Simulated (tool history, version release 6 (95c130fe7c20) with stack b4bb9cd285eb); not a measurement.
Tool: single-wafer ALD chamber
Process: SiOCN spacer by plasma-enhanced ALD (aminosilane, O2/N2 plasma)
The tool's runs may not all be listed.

run	day	heater temperature setpoint (deg C)	number of ALD cycles (cycles)	mean film thickness on the monitor wafer (nm)
1	0	425	44	2.419
2	0.158	425	40	2.1885
3	0.312	426	40	2.1604
4	0.492	418	40	2.2385
5	0.608	418	44	2.4605
6	0.804	420	44	2.4597
7	0.908	422	44	2.4312
8	0.992	424	44	2.4062

What will run 9 give?
9	1.158	426	44	?

mean film thickness on the monitor wafer (nm): 2.4079
